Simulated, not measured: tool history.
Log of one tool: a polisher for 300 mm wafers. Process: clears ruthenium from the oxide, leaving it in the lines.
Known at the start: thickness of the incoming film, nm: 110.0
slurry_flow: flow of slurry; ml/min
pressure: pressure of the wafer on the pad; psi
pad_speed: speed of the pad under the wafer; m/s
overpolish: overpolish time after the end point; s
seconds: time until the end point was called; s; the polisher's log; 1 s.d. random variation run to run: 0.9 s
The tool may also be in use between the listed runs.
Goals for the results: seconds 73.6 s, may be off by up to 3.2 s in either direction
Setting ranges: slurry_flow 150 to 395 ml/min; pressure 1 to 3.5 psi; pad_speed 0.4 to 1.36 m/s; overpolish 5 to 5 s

run  hour  slurry_flow  pressure  pad_speed  overpolish  seconds
  1     0          250       2.2       0.88           5   104.66
  2   7.6          250       2.6       0.88           5   90.357
  3  10.8          250       2.7       0.88           5   86.278
  4    15          250       2.8       0.88           5   83.912
  5  18.5          250       2.9       0.88           5   80.735
  6  23.3          250       2.7       0.88           5   87.183
  7  24.5          250       2.8       0.88           5   84.956
  8  27.8          250       2.9       0.88           5   81.149
  9  36.6          250         3       0.88           5   80.091

Exercise: of the 4 proposed moves below, exactly one satisfies all targets within the stated allowed misses. Which move is it?
  A  45.4          250       2.9       0.98           5        ?
  B  45.4          260       2.8       0.92           5        ?
  C  45.4          250       3.1       0.84           5        ?
  D  45.4          260       3.1       0.74           5        ?

move  seconds
   A   75.533
   B   82.135
   C   80.937
   D    89.68
A: hits every target within its allowed miss
B: further off than the last run
C: further off than the last run
D: further off than the last run
The move that meets every target is A.

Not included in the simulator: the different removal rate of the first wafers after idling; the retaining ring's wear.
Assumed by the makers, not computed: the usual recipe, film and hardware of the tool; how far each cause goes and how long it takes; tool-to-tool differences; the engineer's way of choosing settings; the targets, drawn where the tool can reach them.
